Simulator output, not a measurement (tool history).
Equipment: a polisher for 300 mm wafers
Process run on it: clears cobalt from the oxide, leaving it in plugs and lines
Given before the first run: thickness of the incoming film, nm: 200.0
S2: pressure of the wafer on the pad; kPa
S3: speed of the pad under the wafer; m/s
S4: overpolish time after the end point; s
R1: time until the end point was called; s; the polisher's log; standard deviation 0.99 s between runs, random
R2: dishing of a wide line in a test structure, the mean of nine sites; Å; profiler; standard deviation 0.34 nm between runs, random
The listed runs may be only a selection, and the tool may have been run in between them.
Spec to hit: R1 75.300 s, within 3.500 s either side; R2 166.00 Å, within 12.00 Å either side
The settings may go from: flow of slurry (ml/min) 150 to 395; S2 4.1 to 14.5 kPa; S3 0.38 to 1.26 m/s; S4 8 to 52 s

{"run": 1, "day": 0.0, "flow of slurry (ml/min)": 250, "S2": 9.0, "S3": 0.82, "S4": 26, "R1": 77.547, "R2": 349.61}
{"run": 2, "day": 0.229, "flow of slurry (ml/min)": 250, "S2": 9.0, "S3": 0.82, "S4": 31, "R1": 78.106, "R2": 387.09}
{"run": 3, "day": 0.471, "flow of slurry (ml/min)": 250, "S2": 9.0, "S3": 0.82, "S4": 41, "R1": 78.057, "R2": 418.9}
{"run": 4, "day": 0.779, "flow of slurry (ml/min)": 240, "S2": 9.0, "S3": 0.82, "S4": 31, "R1": 77.868, "R2": 386.53}
{"run": 5, "day": 0.908, "flow of slurry (ml/min)": 240, "S2": 9.0, "S3": 0.66, "S4": 31, "R1": 99.503, "R2": 335.5}
{"run": 6, "day": 0.975, "flow of slurry (ml/min)": 285, "S2": 10.3, "S3": 0.58, "S4": 24, "R1": 92.121, "R2": 303.16}
{"run": 7, "day": 1.258, "flow of slurry (ml/min)": 315, "S2": 11.0, "S3": 0.52, "S4": 19, "R1": 95.685, "R2": 265.34}
{"run": 8, "day": 1.554, "flow of slurry (ml/min)": 340, "S2": 11.7, "S3": 0.48, "S4": 16, "R1": 96.425, "R2": 231.29}
{"run": 9, "day": 1.817, "flow of slurry (ml/min)": 340, "S2": 11.7, "S3": 0.48, "S4": 16, "R1": 96.215, "R2": 235.06}
{"run": 10, "day": 2.088, "flow of slurry (ml/min)": 315, "S2": 13.8, "S3": 0.5, "S4": 8, "R1": 80.273, "R2": 156.16}
{"run": 11, "day": 2.229, "flow of slurry (ml/min)": 315, "S2": 13.8, "S3": 0.5, "S4": 8, "R1": 78.487, "R2": 155.15}
{"run": 12, "day": 2.392, "flow of slurry (ml/min)": 315, "S2": 14.5, "S3": 0.5, "S4": 11, "R1": 75.021, "R2": 208.14}
{"run": 13, "day": 2.496, "flow of slurry (ml/min)": 300, "S2": 14.5, "S3": 0.5, "S4": 10, "R1": 77.922, "R2": 193.67}
{"run": 14, "day": 2.804, "flow of slurry (ml/min)": 300, "S2": 14.5, "S3": 0.52, "S4": 9, "R1": 72.624, "R2": 185.54}

Of the 4 settings listed for the next run, only one would bring every result within its allowed miss of target. Which one?
{"run": "A", "day": 3.112, "flow of slurry (ml/min)": 275, "S2": 14.5, "S3": 0.52, "S4": 11, "R1": "?", "R2": "?"}
{"run": "B", "day": 3.112, "flow of slurry (ml/min)": 260, "S2": 13.8, "S3": 0.5, "S4": 11, "R1": "?", "R2": "?"}
{"run": "C", "day": 3.112, "flow of slurry (ml/min)": 260, "S2": 11.7, "S3": 0.64, "S4": 11, "R1": "?", "R2": "?"}
{"run": "D", "day": 3.112, "flow of slurry (ml/min)": 345, "S2": 13.1, "S3": 0.56, "S4": 8, "R1": "?", "R2": "?"}

move=A R1=75.235 R2=209.85
move=B R1=82.577 R2=196.05
move=C R1=76.442 R2=207.44
move=D R1=75.220 R2=164.68
A: moves away from the targets compared with the last run
B: moves away from the targets compared with the last run
C: moves away from the targets compared with the last run
D: all results land within tolerance of their targets
Answer: D

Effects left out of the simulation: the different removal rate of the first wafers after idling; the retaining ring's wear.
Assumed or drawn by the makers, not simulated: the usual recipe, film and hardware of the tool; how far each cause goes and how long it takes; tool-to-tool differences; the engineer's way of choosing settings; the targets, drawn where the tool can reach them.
